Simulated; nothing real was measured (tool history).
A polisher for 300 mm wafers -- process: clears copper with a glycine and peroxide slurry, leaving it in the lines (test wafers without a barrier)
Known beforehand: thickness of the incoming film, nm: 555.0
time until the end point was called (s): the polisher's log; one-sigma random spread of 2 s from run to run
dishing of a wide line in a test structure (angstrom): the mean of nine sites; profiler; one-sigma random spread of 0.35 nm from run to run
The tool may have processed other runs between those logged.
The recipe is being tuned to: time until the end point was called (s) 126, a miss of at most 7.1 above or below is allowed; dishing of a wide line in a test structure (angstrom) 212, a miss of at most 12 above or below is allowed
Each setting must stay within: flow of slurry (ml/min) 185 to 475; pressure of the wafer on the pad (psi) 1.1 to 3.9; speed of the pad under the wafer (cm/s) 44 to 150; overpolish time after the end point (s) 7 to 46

| run | day | flow of slurry (ml/min) | pressure of the wafer on the pad (psi) | speed of the pad under the wafer (cm/s) | overpolish time after the end point (s) | time until the end point was called (s) | dishing of a wide line in a test structure (angstrom) |
|---|---|---|---|---|---|---|---|
| 1 | 0 | 305 | 2.5 | 96 | 24 | 120.25 | 590.46 |
| 2 | 0.288 | 305 | 2 | 96 | 24 | 142.22 | 514.65 |
| 3 | 0.338 | 305 | 2 | 78 | 24 | 168.56 | 472.48 |
| 4 | 0.662 | 290 | 1.9 | 84 | 22 | 161.69 | 436.65 |
| 5 | 0.996 | 280 | 1.8 | 88 | 20 | 169.27 | 402.48 |
| 6 | 1.192 | 230 | 1.8 | 88 | 20 | 163.53 | 391.01 |
| 7 | 1.529 | 230 | 1.8 | 88 | 20 | 167.62 | 399.11 |
| 8 | 1.621 | 225 | 1.7 | 94 | 19 | 174.42 | 379.66 |
| 9 | 1.833 | 225 | 1.7 | 94 | 19 | 169.61 | 382.77 |
| 10 | 1.971 | 220 | 1.8 | 92 | 18 | 162.59 | 367.65 |
| 11 | 2.042 | 185 | 2.5 | 64 | 7 | 169.21 | 156.53 |
| 12 | 2.283 | 270 | 3.1 | 80 | 9 | 117.76 | 271.66 |
| 13 | 2.321 | 265 | 3.1 | 80 | 9 | 123.65 | 275.02 |
| 14 | 2.421 | 260 | 3.1 | 80 | 9 | 117.67 | 279.6 |
| 15 | 2.633 | 255 | 3.1 | 80 | 9 | 120.99 | 275.9 |
| 16 | 2.871 | 250 | 3.1 | 78 | 9 | 123.39 | 270.08 |
| 17 | 3.142 | 245 | 3.1 | 76 | 9 | 123.91 | 257.9 |
| 18 | 3.417 | 240 | 3.1 | 76 | 9 | 126.06 | 261.23 |

Consider the 5 candidate settings below. Which is the only one whose results all fall within their allowed miss of target?
| A | 3.692 | 240 | 3.2 | 72 | 12 | ? | ? |
| B | 3.692 | 340 | 3.5 | 64 | 7 | ? | ? |
| C | 3.692 | 185 | 2.9 | 82 | 11 | ? | ? |
| D | 3.692 | 235 | 3 | 86 | 10 | ? | ? |
| E | 3.692 | 245 | 2.9 | 74 | 13 | ? | ? |

| move | time until the end point was called (s) | dishing of a wide line in a test structure (angstrom) |
|---|---|---|
| A | 125.66 | 336.86 |
| B | 125.2 | 211.57 |
| C | 125.36 | 312.41 |
| D | 114.93 | 309.86 |
| E | 132.69 | 343.76 |
A: its largest miss is bigger than the last run's
B: all results in spec
C: its largest miss is bigger than the last run's
D: its largest miss is bigger than the last run's
E: its largest miss is bigger than the last run's
Go with B: it meets all targets.
